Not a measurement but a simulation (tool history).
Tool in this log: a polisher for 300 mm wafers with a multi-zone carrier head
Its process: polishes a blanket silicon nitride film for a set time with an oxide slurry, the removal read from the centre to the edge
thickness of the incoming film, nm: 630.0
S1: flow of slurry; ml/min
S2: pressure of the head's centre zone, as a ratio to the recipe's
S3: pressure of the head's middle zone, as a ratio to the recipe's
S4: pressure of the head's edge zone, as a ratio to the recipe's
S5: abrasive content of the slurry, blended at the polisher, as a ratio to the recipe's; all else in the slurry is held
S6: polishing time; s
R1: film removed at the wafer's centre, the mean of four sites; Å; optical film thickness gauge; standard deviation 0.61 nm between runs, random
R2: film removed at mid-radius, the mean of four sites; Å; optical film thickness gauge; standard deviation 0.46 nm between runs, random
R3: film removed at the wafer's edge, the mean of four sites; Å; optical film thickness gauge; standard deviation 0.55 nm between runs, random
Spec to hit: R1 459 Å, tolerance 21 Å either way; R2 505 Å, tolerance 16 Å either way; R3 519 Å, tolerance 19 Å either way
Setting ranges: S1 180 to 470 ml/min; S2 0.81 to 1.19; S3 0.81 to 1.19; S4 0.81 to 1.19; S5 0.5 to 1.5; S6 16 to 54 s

run    day   S1    S2    S3    S4    S5  S6      R1      R2      R3
  1      0  300     1     1     1     1  35  404.66  366.14  369.58
  2    0.3  300  0.96  1.02  1.05  1.15  35  412.58  393.31  409.41
  3   0.55  300  1.02  1.02  1.05  1.15  35  440.49  399.07  399.88
  4  0.638  300  1.02  1.02   1.1  1.15  35  441.57  402.15  415.72
  5  0.854  305  0.98  1.05  1.13  1.25  35  453.87  430.36  432.35
  6  0.983  305  0.98  0.97  1.13  1.25  35  430.83   404.1  446.99
  7  1.092  310  0.94     1  1.15  1.35  35   428.7  435.21  463.18
     1.129  -- centre zone pressure recalibrated
  8  1.129  310  0.94     1  1.15  1.35  35  413.23   421.6  458.65
  9  1.329  330  0.93  1.09  1.19   1.5  36   419.3  498.93  503.68

Below are 4 possible settings for the next run. Only one of them brings all results inside the allowed miss of their targets. Which is it?
  A  1.529  340   0.9  1.09  1.19   1.5  40   ?   ?   ?
  B  1.529  330  0.97  1.18  1.18   1.5  37   ?   ?   ?
  C  1.529  325  0.84  1.15  1.16   1.5  37   ?   ?   ?
  D  1.529  395  0.96  1.08  1.19  1.35  38   ?   ?   ?

move      R1      R2      R3
   A  452.12  545.85  560.85
   B  449.91  538.87  514.77
   C  388.43  526.62  509.84
   D  445.01  498.72   515.2
A: corrects the largest miss of the last run, while another result sits out of spec
B: corrects the largest miss of the last run, while another result sits out of spec
C: further off than the last run
D: all results land within tolerance of their targets
So the answer is move D, the one that meets all the targets.

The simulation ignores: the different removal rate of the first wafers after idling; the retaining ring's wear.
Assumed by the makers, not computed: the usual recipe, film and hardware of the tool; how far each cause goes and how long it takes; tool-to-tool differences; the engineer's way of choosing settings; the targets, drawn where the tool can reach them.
